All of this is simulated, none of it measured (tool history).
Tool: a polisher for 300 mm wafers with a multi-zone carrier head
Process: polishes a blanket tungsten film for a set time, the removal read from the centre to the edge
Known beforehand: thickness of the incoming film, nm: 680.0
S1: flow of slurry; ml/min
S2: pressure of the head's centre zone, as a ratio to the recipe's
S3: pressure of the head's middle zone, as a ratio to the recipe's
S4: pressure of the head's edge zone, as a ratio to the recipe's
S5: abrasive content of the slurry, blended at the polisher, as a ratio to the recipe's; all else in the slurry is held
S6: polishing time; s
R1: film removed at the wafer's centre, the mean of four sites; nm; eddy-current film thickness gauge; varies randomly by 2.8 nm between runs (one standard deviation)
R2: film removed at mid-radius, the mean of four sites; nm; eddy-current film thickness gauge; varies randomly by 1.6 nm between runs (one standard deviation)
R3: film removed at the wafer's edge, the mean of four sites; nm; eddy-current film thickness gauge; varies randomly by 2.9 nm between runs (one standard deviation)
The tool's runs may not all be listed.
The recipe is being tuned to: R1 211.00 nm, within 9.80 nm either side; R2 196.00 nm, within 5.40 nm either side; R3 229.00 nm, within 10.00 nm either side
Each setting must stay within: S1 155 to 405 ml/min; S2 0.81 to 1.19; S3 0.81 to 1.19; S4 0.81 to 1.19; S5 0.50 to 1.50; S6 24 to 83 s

Run 1, hour 0.0: S1 260 ml/min, S2 1.00, S3 1.00, S4 1.00, S5 1.00, S6 53 s. Result: R1 221.16 nm, R2 220.85 nm, R3 224.34 nm.
Run 2, hour 8.9: S1 230 ml/min, S2 1.00, S3 1.00, S4 1.00, S5 1.00, S6 53 s. Result: R1 224.51 nm, R2 218.59 nm, R3 216.74 nm.
Run 3, hour 13.3: S1 235 ml/min, S2 0.99, S3 0.98, S4 1.01, S5 1.00, S6 53 s. Result: R1 224.95 nm, R2 214.27 nm, R3 217.95 nm.
Run 4, hour 18.6: S1 245 ml/min, S2 0.97, S3 0.96, S4 1.02, S5 1.00, S6 53 s. Result: R1 216.19 nm, R2 213.56 nm, R3 222.89 nm.
Run 5, hour 23.7: S1 245 ml/min, S2 0.97, S3 1.04, S4 1.02, S5 1.00, S6 53 s. Result: R1 218.15 nm, R2 222.46 nm, R3 223.73 nm.
Run 6, hour 29.6: S1 240 ml/min, S2 0.96, S3 1.01, S4 1.04, S5 1.00, S6 53 s. Result: R1 217.00 nm, R2 217.56 nm, R3 221.73 nm.
Run 7, hour 37.1: S1 240 ml/min, S2 0.95, S3 0.98, S4 1.05, S5 1.00, S6 53 s. Result: R1 215.00 nm, R2 212.99 nm, R3 218.95 nm.
Run 8, hour 43.4: S1 180 ml/min, S2 0.92, S3 0.88, S4 1.15, S5 1.15, S6 54 s. Result: R1 209.45 nm, R2 195.56 nm, R3 241.53 nm.

Next run, 5 choices. One meets every target within its allowed miss, the rest don't. Which?
Run A, hour 49.7: S1 155 ml/min, S2 0.98, S3 0.91, S4 1.11, S5 0.80, S6 58 s. Result: R1 ?, R2 ?, R3 ?.
Run B, hour 49.7: S1 195 ml/min, S2 1.12, S3 0.91, S4 1.03, S5 1.15, S6 49 s. Result: R1 ?, R2 ?, R3 ?.
Run C, hour 49.7: S1 230 ml/min, S2 1.03, S3 0.93, S4 1.12, S5 1.25, S6 46 s. Result: R1 ?, R2 ?, R3 ?.
Run D, hour 49.7: S1 240 ml/min, S2 1.06, S3 0.82, S4 0.99, S5 1.35, S6 48 s. Result: R1 ?, R2 ?, R3 ?.
Run E, hour 49.7: S1 185 ml/min, S2 1.11, S3 0.87, S4 1.03, S5 1.30, S6 49 s. Result: R1 ?, R2 ?, R3 ?.

move      R1      R2      R3
   A  214.06  195.63  230.26
   B  232.93  186.15  208.56
   C  211.53  185.61  211.84
   D  232.01  180.52  212.64
   E  234.45  183.06  212.67
A: all results in spec
B: takes the result that was furthest off past its target
C: takes the result that was furthest off past its target
D: takes the result that was furthest off past its target
E: takes the result that was furthest off past its target
The right move is A.
